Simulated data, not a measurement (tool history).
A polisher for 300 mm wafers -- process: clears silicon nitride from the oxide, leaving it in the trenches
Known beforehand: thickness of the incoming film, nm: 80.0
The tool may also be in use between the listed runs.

run,hour,flow of slurry (ml/min),pressure of the wafer on the pad (kPa),speed of the pad under the wafer (cm/s),overpolish time after the end point (s),time until the end point was called (s)
1,0.0,275,17.9,102,9,118.93
2,8.3,275,17.9,102,7,119.39
3,16.3,275,17.9,114,7,108.63
4,17.6,275,17.9,114,7,108.05
5,21.3,275,18.6,114,7,101.57
6,21.9,275,18.6,114,9,103.97

Estimate the outcome of run 7 from the log above:
7,22.6,275,19.3,114,9,?

For run 7 the tool returned time until the end point was called (s) 101.58.
